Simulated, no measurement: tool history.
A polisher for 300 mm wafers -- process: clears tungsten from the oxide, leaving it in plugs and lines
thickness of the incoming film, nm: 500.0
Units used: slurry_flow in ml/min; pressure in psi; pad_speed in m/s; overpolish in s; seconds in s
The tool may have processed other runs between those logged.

| run | day | slurry_flow | pressure | pad_speed | slurry_solids | overpolish | seconds |
|---|---|---|---|---|---|---|---|
| 1 | 0.000 | 210 | 4.4 | 1.32 | 1.0 | 4 | 76.294 |
| 2 | 0.104 | 210 | 4.9 | 1.32 | 1.0 | 4 | 68.282 |
| 3 | 0.321 | 160 | 4.9 | 1.32 | 1.0 | 4 | 70.195 |
| 4 | 0.608 | 160 | 4.9 | 1.32 | 1.1 | 4 | 70.419 |
| 5 | 0.746 | 160 | 5.3 | 1.34 | 1.1 | 4 | 64.410 |
| 6 | 0.854 | 160 | 5.6 | 1.36 | 1.1 | 4 | 60.309 |

Run 7, settings as shown, results not yet in. Your forecast:
| 7 | 1.058 | 160 | 5.8 | 1.36 | 1.1 | 4 | ? |

seconds: 61.907 s

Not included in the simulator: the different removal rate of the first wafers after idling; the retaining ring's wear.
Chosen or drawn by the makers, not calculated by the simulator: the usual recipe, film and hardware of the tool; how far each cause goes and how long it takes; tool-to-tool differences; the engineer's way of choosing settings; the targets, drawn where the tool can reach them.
